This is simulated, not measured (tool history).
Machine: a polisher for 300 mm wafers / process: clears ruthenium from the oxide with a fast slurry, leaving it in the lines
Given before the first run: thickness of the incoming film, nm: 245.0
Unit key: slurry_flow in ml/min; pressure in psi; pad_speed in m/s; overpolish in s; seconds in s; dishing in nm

run,day,slurry_flow,pressure,pad_speed,slurry_solids,overpolish,seconds,dishing
1,0,215,2.6,0.8,1,11,71.582,28.714
2,0.358,215,2.5,0.8,1,9,74.743,24.047
3,0.571,215,2.7,0.72,1,7,76.58,17.906
4,0.858,215,3.2,0.72,1,7,64.913,21.603
5,1.008,215,3.2,0.72,0.9,7,67.902,20.882
6,1.292,240,3.2,0.62,1.1,6,66.395,17.539
7,1.329,270,3.1,0.54,1.2,5,71.624,13.62
8,1.567,290,3.1,0.5,1.3,4,70.136,10.745
9,1.804,295,3.1,0.5,1.35,4,71.678,11.658
10,1.958,305,3.3,0.46,1.3,4,70.398,11.188

Predict the results of run 11:
11,2.046,315,3.3,0.44,1.35,4,?,?

seconds: 73.608 s
dishing: 11.495 nm

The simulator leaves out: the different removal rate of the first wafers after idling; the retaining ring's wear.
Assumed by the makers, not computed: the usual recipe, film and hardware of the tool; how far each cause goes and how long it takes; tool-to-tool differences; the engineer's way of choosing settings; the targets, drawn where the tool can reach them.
